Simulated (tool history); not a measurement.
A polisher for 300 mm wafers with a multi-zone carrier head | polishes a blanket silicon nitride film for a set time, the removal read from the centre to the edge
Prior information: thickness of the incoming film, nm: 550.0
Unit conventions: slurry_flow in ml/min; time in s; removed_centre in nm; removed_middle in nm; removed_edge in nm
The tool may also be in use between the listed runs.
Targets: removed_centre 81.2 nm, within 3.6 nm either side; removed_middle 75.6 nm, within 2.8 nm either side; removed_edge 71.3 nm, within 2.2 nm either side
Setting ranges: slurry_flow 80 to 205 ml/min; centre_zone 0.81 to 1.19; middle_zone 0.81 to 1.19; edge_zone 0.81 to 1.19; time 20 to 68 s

run 1 hour=0 | slurry_flow=135 centre_zone=1 middle_zone=1 edge_zone=1 time=44 | removed_centre=89.001 removed_middle=101.86 removed_edge=97.201
run 2 hour=9 | slurry_flow=135 centre_zone=1.05 middle_zone=1 edge_zone=1 time=44 | removed_centre=95.082 removed_middle=101.9 removed_edge=97.079
run 3 hour=16.1 | slurry_flow=135 centre_zone=1.05 middle_zone=1 edge_zone=1.05 time=44 | removed_centre=94.374 removed_middle=100.84 removed_edge=99.297
run 4 hour=24.9 | slurry_flow=135 centre_zone=1.05 middle_zone=1 edge_zone=1.05 time=50 | removed_centre=109.27 removed_middle=116.65 removed_edge=112.43
run 5 hour=33 | slurry_flow=135 centre_zone=0.99 middle_zone=1 edge_zone=1.05 time=50 | removed_centre=101.97 removed_middle=116.76 removed_edge=111.79
run 6 hour=37.3 | slurry_flow=135 centre_zone=0.99 middle_zone=1 edge_zone=1.05 time=46 | removed_centre=93.09 removed_middle=108.15 removed_edge=102.56
run 7 hour=39.4 | slurry_flow=135 centre_zone=1.05 middle_zone=1.01 edge_zone=1 time=42 | removed_centre=89.52 removed_middle=97.175 removed_edge=92.741
run 8 hour=41.3 | slurry_flow=130 centre_zone=1.09 middle_zone=1.01 edge_zone=0.95 time=40 | removed_centre=85.938 removed_middle=92.713 removed_edge=85.911
-- hour=48.1 centre zone pressure recalibrated
run 9 hour=48.1 | slurry_flow=130 centre_zone=1.12 middle_zone=0.98 edge_zone=0.91 time=38 | removed_centre=91.691 removed_middle=83.939 removed_edge=79.809
run 10 hour=53.7 | slurry_flow=95 centre_zone=1.07 middle_zone=0.97 edge_zone=0.84 time=36 | removed_centre=76.989 removed_middle=73.311 removed_edge=68.88

Exactly one of the 4 candidate moves below puts every result within its allowed miss. Which one?
run A hour=59.3 | slurry_flow=100 centre_zone=1.13 middle_zone=1.06 edge_zone=0.81 time=34 | removed_centre=? removed_middle=? removed_edge=?
run B hour=59.3 | slurry_flow=95 centre_zone=1.05 middle_zone=0.92 edge_zone=0.81 time=38 | removed_centre=? removed_middle=? removed_edge=?
run C hour=59.3 | slurry_flow=90 centre_zone=1.02 middle_zone=0.94 edge_zone=0.87 time=35 | removed_centre=? removed_middle=? removed_edge=?
run D hour=59.3 | slurry_flow=90 centre_zone=1.16 middle_zone=0.93 edge_zone=0.82 time=35 | removed_centre=? removed_middle=? removed_edge=?

move=A removed_centre=80.663 removed_middle=75.923 removed_edge=64.673
move=B removed_centre=82.59 removed_middle=74.317 removed_edge=71.752
move=C removed_centre=72.71 removed_middle=68.654 removed_edge=67.516
move=D removed_centre=82.319 removed_middle=68 removed_edge=65.769
A: the furthest-off result lands on target, but another misses its tolerance
B: all results in spec
C: misses by more than the last run did
D: the furthest-off result lands on target, but another misses its tolerance
So the answer is move B, the one that meets all the targets.

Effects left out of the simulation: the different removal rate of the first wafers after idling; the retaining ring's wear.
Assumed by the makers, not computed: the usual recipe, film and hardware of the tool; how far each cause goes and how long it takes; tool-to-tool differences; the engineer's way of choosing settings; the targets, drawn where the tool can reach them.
